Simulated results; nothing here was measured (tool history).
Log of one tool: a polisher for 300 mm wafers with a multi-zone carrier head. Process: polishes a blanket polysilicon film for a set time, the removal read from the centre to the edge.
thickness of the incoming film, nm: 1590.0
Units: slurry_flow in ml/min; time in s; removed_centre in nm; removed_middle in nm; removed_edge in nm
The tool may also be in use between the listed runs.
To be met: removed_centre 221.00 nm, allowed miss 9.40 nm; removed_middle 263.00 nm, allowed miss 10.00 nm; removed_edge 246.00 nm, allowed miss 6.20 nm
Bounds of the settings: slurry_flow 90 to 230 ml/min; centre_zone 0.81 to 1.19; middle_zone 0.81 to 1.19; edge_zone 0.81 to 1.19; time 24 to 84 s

{"run": 1, "hour": 0.0, "slurry_flow": 150, "centre_zone": 1.0, "middle_zone": 1.0, "edge_zone": 1.0, "time": 54, "removed_centre": 423.6, "removed_middle": 420.82, "removed_edge": 444.96}
{"run": 2, "hour": 6.7, "slurry_flow": 150, "centre_zone": 1.0, "middle_zone": 1.0, "edge_zone": 1.08, "time": 54, "removed_centre": 415.71, "removed_middle": 418.11, "removed_edge": 465.03}
{"run": 3, "hour": 14.6, "slurry_flow": 150, "centre_zone": 1.0, "middle_zone": 1.09, "edge_zone": 1.08, "time": 54, "removed_centre": 418.55, "removed_middle": 453.31, "removed_edge": 468.02}
{"run": 4, "hour": 22.9, "slurry_flow": 145, "centre_zone": 0.97, "middle_zone": 1.08, "edge_zone": 1.02, "time": 46, "removed_centre": 349.09, "removed_middle": 373.7, "removed_edge": 379.18}
{"run": 5, "hour": 31.6, "slurry_flow": 145, "centre_zone": 0.97, "middle_zone": 1.08, "edge_zone": 1.02, "time": 36, "removed_centre": 273.78, "removed_middle": 292.79, "removed_edge": 300.3}
{"run": 6, "hour": 37.3, "slurry_flow": 145, "centre_zone": 0.91, "middle_zone": 1.08, "edge_zone": 1.02, "time": 36, "removed_centre": 258.42, "removed_middle": 288.47, "removed_edge": 305.22}
{"run": 7, "hour": 44.6, "slurry_flow": 135, "centre_zone": 0.89, "middle_zone": 1.1, "edge_zone": 0.97, "time": 35, "removed_centre": 236.02, "removed_middle": 280.03, "removed_edge": 282.86}
{"run": 8, "hour": 47.2, "slurry_flow": 125, "centre_zone": 0.9, "middle_zone": 1.1, "edge_zone": 0.93, "time": 35, "removed_centre": 238.68, "removed_middle": 277.53, "removed_edge": 271.92}
{"run": 9, "hour": 53.5, "slurry_flow": 100, "centre_zone": 0.86, "middle_zone": 1.09, "edge_zone": 0.84, "time": 33, "removed_centre": 198.67, "removed_middle": 245.97, "removed_edge": 233.05}
{"run": 10, "hour": 55.8, "slurry_flow": 110, "centre_zone": 0.87, "middle_zone": 1.09, "edge_zone": 0.84, "time": 33, "removed_centre": 208.31, "removed_middle": 249.5, "removed_edge": 236.21}
{"run": 11, "hour": 57.2, "slurry_flow": 115, "centre_zone": 0.87, "middle_zone": 1.1, "edge_zone": 0.84, "time": 33, "removed_centre": 208.35, "removed_middle": 256.5, "removed_edge": 241.96}

5 next moves are on the table. One of them brings every result within its allowed miss. Which?
{"run": "A", "hour": 58.6, "slurry_flow": 90, "centre_zone": 1.01, "middle_zone": 1.1, "edge_zone": 0.81, "time": 36, "removed_centre": "?", "removed_middle": "?", "removed_edge": "?"}
{"run": "B", "hour": 58.6, "slurry_flow": 90, "centre_zone": 0.91, "middle_zone": 1.11, "edge_zone": 0.81, "time": 36, "removed_centre": "?", "removed_middle": "?", "removed_edge": "?"}
{"run": "C", "hour": 58.6, "slurry_flow": 95, "centre_zone": 1.07, "middle_zone": 1.19, "edge_zone": 0.81, "time": 33, "removed_centre": "?", "removed_middle": "?", "removed_edge": "?"}
{"run": "D", "hour": 58.6, "slurry_flow": 120, "centre_zone": 0.81, "middle_zone": 1.02, "edge_zone": 0.98, "time": 33, "removed_centre": "?", "removed_middle": "?", "removed_edge": "?"}
{"run": "E", "hour": 58.6, "slurry_flow": 150, "centre_zone": 0.98, "middle_zone": 1.0, "edge_zone": 0.81, "time": 31, "removed_centre": "?", "removed_middle": "?", "removed_edge": "?"}

move=A removed_centre=244.15 removed_middle=258.88 removed_edge=240.96
move=B removed_centre=219.81 removed_middle=261.03 removed_edge=240.92
move=C removed_centre=243.02 removed_middle=259.08 removed_edge=223.59
move=D removed_centre=199.57 removed_middle=244.73 removed_edge=257.75
move=E removed_centre=241.39 removed_middle=238.41 removed_edge=230.02
A: takes the result that was furthest off past its target
B: meets every target
C: takes the result that was furthest off past its target
D: further off than the last run
E: takes the result that was furthest off past its target
Answer: B
